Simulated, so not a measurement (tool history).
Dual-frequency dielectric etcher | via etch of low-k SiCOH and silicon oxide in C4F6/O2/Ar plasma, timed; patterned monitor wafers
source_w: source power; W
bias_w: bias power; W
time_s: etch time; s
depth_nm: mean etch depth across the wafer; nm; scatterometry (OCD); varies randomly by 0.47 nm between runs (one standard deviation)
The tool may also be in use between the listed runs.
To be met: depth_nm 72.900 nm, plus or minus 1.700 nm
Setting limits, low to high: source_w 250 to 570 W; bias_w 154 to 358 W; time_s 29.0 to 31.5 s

Run 1, hour 0.0: source_w 410 W, bias_w 256 W, time_s 31.5 s. Result: depth_nm 94.601 nm.
Run 2, hour 1.5: source_w 410 W, bias_w 256 W, time_s 29.0 s. Result: depth_nm 88.143 nm.
Run 3, hour 8.9: source_w 390 W, bias_w 251 W, time_s 29.0 s. Result: depth_nm 85.834 nm.
Run 4, hour 14.4: source_w 380 W, bias_w 248 W, time_s 29.0 s. Result: depth_nm 84.637 nm.
Run 5, hour 15.6: source_w 370 W, bias_w 245 W, time_s 29.0 s. Result: depth_nm 83.130 nm.
Run 6, hour 22.2: source_w 410 W, bias_w 245 W, time_s 29.0 s. Result: depth_nm 86.400 nm.
Run 7, hour 30.4: source_w 400 W, bias_w 242 W, time_s 29.0 s. Result: depth_nm 85.178 nm.
Run 8, hour 38.9: source_w 390 W, bias_w 239 W, time_s 29.0 s. Result: depth_nm 83.938 nm.
Run 9, hour 41.2: source_w 380 W, bias_w 237 W, time_s 29.0 s. Result: depth_nm 82.447 nm.
Run 10, hour 45.1: source_w 370 W, bias_w 236 W, time_s 29.0 s. Result: depth_nm 82.727 nm.
Run 11, hour 47.7: source_w 360 W, bias_w 232 W, time_s 29.0 s. Result: depth_nm 80.336 nm.
Run 12, hour 52.0: source_w 350 W, bias_w 231 W, time_s 29.0 s. Result: depth_nm 79.893 nm.
Run 13, hour 60.6: source_w 350 W, bias_w 231 W, time_s 29.0 s. Result: depth_nm 80.523 nm.
Run 14, hour 68.7: source_w 350 W, bias_w 231 W, time_s 29.0 s. Result: depth_nm 78.971 nm.
Run 15, hour 77.7: source_w 340 W, bias_w 230 W, time_s 29.0 s. Result: depth_nm 78.336 nm.
Run 16, hour 82.3: source_w 330 W, bias_w 229 W, time_s 29.0 s. Result: depth_nm 77.766 nm.
Run 17, hour 85.9: source_w 260 W, bias_w 215 W, time_s 29.0 s. Result: depth_nm 69.159 nm.
Run 18, hour 88.6: source_w 260 W, bias_w 216 W, time_s 29.0 s. Result: depth_nm 69.029 nm.
Run 19, hour 91.7: source_w 260 W, bias_w 217 W, time_s 29.0 s. Result: depth_nm 68.908 nm.

Next run, 4 choices. One meets every target within its allowed miss, the rest don't. Which?
Run A, hour 94.8: source_w 260 W, bias_w 206 W, time_s 31.5 s. Result: depth_nm ?.
Run B, hour 94.8: source_w 290 W, bias_w 196 W, time_s 29.0 s. Result: depth_nm ?.
Run C, hour 94.8: source_w 380 W, bias_w 154 W, time_s 29.0 s. Result: depth_nm ?.
Run D, hour 94.8: source_w 290 W, bias_w 189 W, time_s 29.0 s. Result: depth_nm ?.

move  depth_nm
   A    73.246
   B    68.755
   C    68.657
   D    67.668
A: every result within its allowed miss
B: as far off as the last run
C: lands further from the targets than the last run did
D: lands further from the targets than the last run did
So the answer is move A, the one that meets all the targets.

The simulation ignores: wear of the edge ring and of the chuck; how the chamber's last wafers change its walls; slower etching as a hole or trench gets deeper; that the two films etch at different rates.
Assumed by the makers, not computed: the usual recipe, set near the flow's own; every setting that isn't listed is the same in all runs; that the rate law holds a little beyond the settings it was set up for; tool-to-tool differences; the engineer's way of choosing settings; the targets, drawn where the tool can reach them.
